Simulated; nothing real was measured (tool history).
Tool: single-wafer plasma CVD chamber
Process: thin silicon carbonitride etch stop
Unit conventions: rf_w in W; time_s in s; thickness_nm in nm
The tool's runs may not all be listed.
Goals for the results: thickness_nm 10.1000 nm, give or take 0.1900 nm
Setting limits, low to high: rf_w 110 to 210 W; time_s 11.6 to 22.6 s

run	hour	rf_w	time_s	thickness_nm
1	0.0	160	17.1	8.9684
2	8.3	140	17.1	8.6499
3	14.8	145	17.3	8.8123
4	22.7	150	17.4	8.9775
5	26.6	125	17.4	8.4312
6	29.5	125	15.6	7.5273
7	36.8	135	15.9	7.9066
8	41.4	145	16.1	8.1930
9	44.2	150	16.3	8.4066
10	48.3	155	16.4	8.5832
11	51.7	180	17.8	9.7944

Which one of the following 4 next-run settings gets every result inside its allowed miss? There is exactly one.
A	55.1	175	19.7	?
B	55.1	195	18.4	?
C	55.1	210	17.3	?
D	55.1	190	17.4	?

move	thickness_nm
A	10.7480
B	10.4220
C	10.0510
D	9.7683
A: takes the result that was furthest off past its target
B: takes the result that was furthest off past its target
C: hits every target within its allowed miss
D: the biggest miss grows against the last run
Answer: C

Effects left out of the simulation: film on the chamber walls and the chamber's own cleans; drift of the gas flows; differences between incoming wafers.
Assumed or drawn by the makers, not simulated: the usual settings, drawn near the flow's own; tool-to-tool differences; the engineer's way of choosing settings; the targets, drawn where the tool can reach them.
